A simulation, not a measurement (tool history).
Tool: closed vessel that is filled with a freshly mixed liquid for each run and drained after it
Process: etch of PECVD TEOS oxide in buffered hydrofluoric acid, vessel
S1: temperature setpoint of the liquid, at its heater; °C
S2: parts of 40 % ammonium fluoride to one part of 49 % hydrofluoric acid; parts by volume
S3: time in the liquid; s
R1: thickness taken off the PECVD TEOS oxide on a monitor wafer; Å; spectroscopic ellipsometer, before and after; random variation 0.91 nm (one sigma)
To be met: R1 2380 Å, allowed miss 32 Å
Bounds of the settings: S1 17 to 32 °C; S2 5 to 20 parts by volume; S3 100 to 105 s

run 1 hour=0 | S1=25 S2=12 S3=100 | R1=1758.2
run 2 hour=3.3 | S1=25 S2=15 S3=100 | R1=1417.5
run 3 hour=10.9 | S1=25 S2=11.5 S3=100 | R1=1827.9
run 4 hour=16.5 | S1=26 S2=11.5 S3=100 | R1=1926.8
run 5 hour=24.5 | S1=26 S2=11.5 S3=100 | R1=1930.7
run 6 hour=31.7 | S1=26.5 S2=11.5 S3=100 | R1=1980.5
run 7 hour=36 | S1=27 S2=11.5 S3=100 | R1=2041.1
run 8 hour=41.2 | S1=27.5 S2=11.5 S3=100 | R1=2091.6
run 9 hour=43.6 | S1=28 S2=11.5 S3=100 | R1=2147.3
run 10 hour=46.5 | S1=28.5 S2=11.5 S3=100 | R1=2199.6
run 11 hour=50.8 | S1=29.5 S2=11.5 S3=100 | R1=2329.7

4 next moves are on the table. One of them brings every result within its allowed miss. Which?
run A hour=55.1 | S1=31 S2=12.5 S3=105 | R1=?
run B hour=55.1 | S1=31.5 S2=12 S3=100 | R1=?
run C hour=55.1 | S1=30.5 S2=11.5 S3=100 | R1=?
run D hour=55.1 | S1=29 S2=11.5 S3=105 | R1=?

move=A R1=2426
move=B R1=2467.8
move=C R1=2441.6
move=D R1=2369.3
A: takes the result that was furthest off past its target
B: takes the result that was furthest off past its target
C: takes the result that was furthest off past its target
D: meets every target
Answer: D
